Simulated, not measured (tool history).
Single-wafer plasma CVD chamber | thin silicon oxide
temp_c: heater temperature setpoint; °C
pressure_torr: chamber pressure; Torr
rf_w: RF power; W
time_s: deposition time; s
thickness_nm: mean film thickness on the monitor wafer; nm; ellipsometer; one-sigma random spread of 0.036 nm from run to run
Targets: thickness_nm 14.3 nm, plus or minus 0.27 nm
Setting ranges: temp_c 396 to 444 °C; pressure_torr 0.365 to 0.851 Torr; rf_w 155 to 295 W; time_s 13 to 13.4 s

Run 1, hour 0: temp_c 420 °C, pressure_torr 0.608 Torr, rf_w 225 W, time_s 13 s. Result: thickness_nm 15.38 nm.
Run 2, hour 1: temp_c 420 °C, pressure_torr 0.608 Torr, rf_w 225 W, time_s 13.4 s. Result: thickness_nm 15.834 nm.
Run 3, hour 4.4: temp_c 420 °C, pressure_torr 0.593 Torr, rf_w 225 W, time_s 13.4 s. Result: thickness_nm 15.551 nm.
Run 4, hour 9.1: temp_c 420 °C, pressure_torr 0.593 Torr, rf_w 245 W, time_s 13.4 s. Result: thickness_nm 15.919 nm.
Run 5, hour 13.4: temp_c 420 °C, pressure_torr 0.508 Torr, rf_w 245 W, time_s 13.4 s. Result: thickness_nm 13.726 nm.
Run 6, hour 19.2: temp_c 420 °C, pressure_torr 0.47 Torr, rf_w 245 W, time_s 13.4 s. Result: thickness_nm 12.689 nm.
Run 7, hour 28.2: temp_c 420 °C, pressure_torr 0.487 Torr, rf_w 245 W, time_s 13.4 s. Result: thickness_nm 13.153 nm.
Run 8, hour 35.9: temp_c 420 °C, pressure_torr 0.499 Torr, rf_w 245 W, time_s 13.4 s. Result: thickness_nm 13.477 nm.

Next run, 5 choices. One meets every target within its allowed miss, the rest don't. Which?
Run A, hour 43.6: temp_c 421 °C, pressure_torr 0.509 Torr, rf_w 275 W, time_s 13 s. Result: thickness_nm ?.
Run B, hour 43.6: temp_c 423 °C, pressure_torr 0.529 Torr, rf_w 235 W, time_s 13 s. Result: thickness_nm ?.
Run C, hour 43.6: temp_c 416 °C, pressure_torr 0.541 Torr, rf_w 255 W, time_s 13 s. Result: thickness_nm ?.
Run D, hour 43.6: temp_c 429 °C, pressure_torr 0.486 Torr, rf_w 270 W, time_s 13.4 s. Result: thickness_nm ?.
Run E, hour 43.6: temp_c 424 °C, pressure_torr 0.517 Torr, rf_w 240 W, time_s 13.1 s. Result: thickness_nm ?.

move  thickness_nm
   A         13.88
   B        13.648
   C        14.413
   D        13.524
   E        13.534
A: nearer than the last run, and not there yet
B: nearer than the last run, and not there yet
C: hits every target within its allowed miss
D: nearer than the last run, and not there yet
E: nearer than the last run, and not there yet
C meets every target.
